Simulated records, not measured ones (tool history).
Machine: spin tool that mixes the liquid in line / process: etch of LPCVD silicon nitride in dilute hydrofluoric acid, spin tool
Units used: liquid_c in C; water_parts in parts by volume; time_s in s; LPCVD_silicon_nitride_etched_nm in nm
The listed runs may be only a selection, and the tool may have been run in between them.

run,day,liquid_c,water_parts,time_s,LPCVD_silicon_nitride_etched_nm
1,0,22,75,295,1.5794
2,0.05,24.5,75,295,1.8873
3,0.383,26,75,295,2.1024
4,0.5,26,75,295,2.0777
5,0.704,24,75,295,1.8115
6,1.075,24,60,295,2.2026

Run 7 comes next. What will it give?
7,1.362,22.5,65,295,?

Run 7 produced LPCVD_silicon_nitride_etched_nm 1.9125 nm.

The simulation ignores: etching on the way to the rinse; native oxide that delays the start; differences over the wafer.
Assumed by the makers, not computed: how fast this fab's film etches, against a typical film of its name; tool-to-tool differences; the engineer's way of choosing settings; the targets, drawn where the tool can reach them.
